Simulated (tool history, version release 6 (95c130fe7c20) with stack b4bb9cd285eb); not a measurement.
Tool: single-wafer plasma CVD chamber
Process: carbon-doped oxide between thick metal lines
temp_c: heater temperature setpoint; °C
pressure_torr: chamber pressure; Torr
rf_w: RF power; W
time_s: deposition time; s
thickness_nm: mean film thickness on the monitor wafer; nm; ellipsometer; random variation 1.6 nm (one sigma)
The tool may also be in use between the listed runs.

run	day	temp_c	pressure_torr	rf_w	time_s	thickness_nm
1	0	335	6.7	630	72.3	387.14
2	0.15	333	6.85	645	72.3	394.68
3	0.492	326	6.85	645	72.3	406.51
4	0.838	336	6.85	645	72.3	392.11
5	0.971	336	6.85	645	68.9	374.07
6	1.071	336	6.85	570	68.9	347.27
7	1.142	333	6.96	600	69.1	362.45
8	1.304	331	7.01	625	69.3	373.82
9	1.446	329	6.99	645	69.5	382.65
10	1.596	328	6.98	665	69.7	394.19
11	1.862	327	6.99	680	69.8	399.39
12	2.133	326	6.99	695	69.9	409.55
13	2.504	325	7	705	70	413.08

Run 14 comes next. What will it give?
14	2.683	324	7.01	715	70.1	?

thickness_nm: 418.35 nm
